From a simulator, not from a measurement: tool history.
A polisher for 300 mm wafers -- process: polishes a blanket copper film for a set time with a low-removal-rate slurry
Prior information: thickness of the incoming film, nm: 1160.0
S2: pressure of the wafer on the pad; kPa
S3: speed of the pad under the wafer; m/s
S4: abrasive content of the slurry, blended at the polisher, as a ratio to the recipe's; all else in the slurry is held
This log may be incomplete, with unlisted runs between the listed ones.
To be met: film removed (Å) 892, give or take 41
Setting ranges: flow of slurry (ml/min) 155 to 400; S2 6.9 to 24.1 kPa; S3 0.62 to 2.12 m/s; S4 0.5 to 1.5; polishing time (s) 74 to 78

run 1 hour=0 | flow_of_slurry_(ml/min)=255 S2=15.2 S3=1.36 S4=1 polishing_time_(s)=74 | film_removed_(Å)=2208.6
run 2 hour=8.5 | flow_of_slurry_(ml/min)=255 S2=15.2 S3=1.36 S4=1.2 polishing_time_(s)=74 | film_removed_(Å)=2261.3
run 3 hour=15.3 | flow_of_slurry_(ml/min)=255 S2=15.2 S3=1.36 S4=1 polishing_time_(s)=74 | film_removed_(Å)=2119.7
run 4 hour=19.4 | flow_of_slurry_(ml/min)=255 S2=13.8 S3=1.3 S4=1 polishing_time_(s)=74 | film_removed_(Å)=1911.6
run 5 hour=23.4 | flow_of_slurry_(ml/min)=255 S2=13.8 S3=1.3 S4=0.85 polishing_time_(s)=74 | film_removed_(Å)=1842.8
run 6 hour=24.1 | flow_of_slurry_(ml/min)=255 S2=13.8 S3=0.96 S4=0.85 polishing_time_(s)=74 | film_removed_(Å)=1375.2
run 7 hour=26.7 | flow_of_slurry_(ml/min)=255 S2=13.1 S3=0.96 S4=0.85 polishing_time_(s)=74 | film_removed_(Å)=1280.3
run 8 hour=34.5 | flow_of_slurry_(ml/min)=255 S2=12.4 S3=0.96 S4=0.85 polishing_time_(s)=74 | film_removed_(Å)=1262
run 9 hour=38.8 | flow_of_slurry_(ml/min)=255 S2=8.3 S3=0.88 S4=0.85 polishing_time_(s)=74 | film_removed_(Å)=778.23
run 10 hour=40.1 | flow_of_slurry_(ml/min)=255 S2=9 S3=0.88 S4=0.85 polishing_time_(s)=74 | film_removed_(Å)=819.35

Consider the 5 candidate settings below. Which is the only one whose results all fall within their allowed miss of target?
run A hour=41.4 | flow_of_slurry_(ml/min)=230 S2=7.6 S3=0.9 S4=0.85 polishing_time_(s)=74 | film_removed_(Å)=?
run B hour=41.4 | flow_of_slurry_(ml/min)=315 S2=10.3 S3=0.82 S4=0.65 polishing_time_(s)=77 | film_removed_(Å)=?
run C hour=41.4 | flow_of_slurry_(ml/min)=165 S2=6.9 S3=1.14 S4=0.5 polishing_time_(s)=77 | film_removed_(Å)=?
run D hour=41.4 | flow_of_slurry_(ml/min)=315 S2=9 S3=0.86 S4=0.55 polishing_time_(s)=77 | film_removed_(Å)=?
run E hour=41.4 | flow_of_slurry_(ml/min)=255 S2=11.7 S3=0.66 S4=0.6 polishing_time_(s)=74 | film_removed_(Å)=?

move=A film_removed_(Å)=710.75
move=B film_removed_(Å)=890.86
move=C film_removed_(Å)=724.26
move=D film_removed_(Å)=787.18
move=E film_removed_(Å)=757.2
A: misses by more than the last run did
B: in spec on every target
C: misses by more than the last run did
D: misses by more than the last run did
E: misses by more than the last run did
So the answer is move B, the one that meets all the targets.
